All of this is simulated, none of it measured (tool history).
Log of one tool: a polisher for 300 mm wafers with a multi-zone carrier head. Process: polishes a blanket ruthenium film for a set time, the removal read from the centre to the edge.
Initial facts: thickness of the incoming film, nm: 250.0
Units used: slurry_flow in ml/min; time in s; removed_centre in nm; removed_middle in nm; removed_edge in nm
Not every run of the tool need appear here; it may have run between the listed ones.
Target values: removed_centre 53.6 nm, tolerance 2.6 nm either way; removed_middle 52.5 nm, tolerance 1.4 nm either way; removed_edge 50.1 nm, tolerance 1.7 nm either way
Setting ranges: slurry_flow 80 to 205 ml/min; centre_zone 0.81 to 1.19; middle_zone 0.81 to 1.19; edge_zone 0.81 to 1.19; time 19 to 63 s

Run 1, hour 0: slurry_flow 135 ml/min, centre_zone 1, middle_zone 1, edge_zone 1, time 41 s. Result: removed_centre 65.535 nm, removed_middle 62.985 nm, removed_edge 62.066 nm.
Run 2, hour 6: slurry_flow 130 ml/min, centre_zone 1, middle_zone 1, edge_zone 0.98, time 41 s. Result: removed_centre 62.095 nm, removed_middle 61.937 nm, removed_edge 61.852 nm.
Run 3, hour 7.4: slurry_flow 130 ml/min, centre_zone 1.01, middle_zone 1, edge_zone 0.97, time 40 s. Result: removed_centre 62.551 nm, removed_middle 61.053 nm, removed_edge 60.883 nm.
Run 4, hour 11.9: slurry_flow 135 ml/min, centre_zone 1.01, middle_zone 1, edge_zone 0.97, time 39 s. Result: removed_centre 61.628 nm, removed_middle 59.915 nm, removed_edge 59.191 nm.
Run 5, hour 16.6: slurry_flow 135 ml/min, centre_zone 1.06, middle_zone 1, edge_zone 0.97, time 39 s. Result: removed_centre 64.747 nm, removed_middle 60.333 nm, removed_edge 60.598 nm.
Run 6, hour 24: slurry_flow 135 ml/min, centre_zone 1.06, middle_zone 1, edge_zone 0.97, time 44 s. Result: removed_centre 74.46 nm, removed_middle 67.721 nm, removed_edge 65.609 nm.
Run 7, hour 28.4: slurry_flow 140 ml/min, centre_zone 1.06, middle_zone 1, edge_zone 0.96, time 43 s. Result: removed_centre 73.733 nm, removed_middle 67.182 nm, removed_edge 65.808 nm.
Run 8, hour 29.3: slurry_flow 140 ml/min, centre_zone 1.06, middle_zone 1, edge_zone 0.95, time 42 s. Result: removed_centre 69.053 nm, removed_middle 64.687 nm, removed_edge 63.636 nm.
Run 9, hour 37.7: slurry_flow 110 ml/min, centre_zone 1.06, middle_zone 0.99, edge_zone 0.85, time 35 s. Result: removed_centre 54.718 nm, removed_middle 50.605 nm, removed_edge 47.971 nm.

Below are 4 possible settings for the next run. Only one of them brings all results inside the allowed miss of their targets. Which is it?
Run A, hour 46.1: slurry_flow 105 ml/min, centre_zone 1.02, middle_zone 0.94, edge_zone 0.86, time 36 s. Result: removed_centre ?, removed_middle ?, removed_edge ?.
Run B, hour 46.1: slurry_flow 130 ml/min, centre_zone 0.97, middle_zone 0.97, edge_zone 0.82, time 38 s. Result: removed_centre ?, removed_middle ?, removed_edge ?.
Run C, hour 46.1: slurry_flow 120 ml/min, centre_zone 1.08, middle_zone 0.97, edge_zone 0.88, time 33 s. Result: removed_centre ?, removed_middle ?, removed_edge ?.
Run D, hour 46.1: slurry_flow 135 ml/min, centre_zone 1, middle_zone 1, edge_zone 0.92, time 34 s. Result: removed_centre ?, removed_middle ?, removed_edge ?.

move  removed_centre  removed_middle  removed_edge
   A          53.332          49.303        49.124
   B          57.211          56.636        52.819
   C          54.106          48.176         46.68
   D           53.33          52.436        50.068
A: its largest miss is bigger than the last run's
B: pushes the last run's worst result past its target
C: its largest miss is bigger than the last run's
D: each result inside its tolerance
The right move is D.
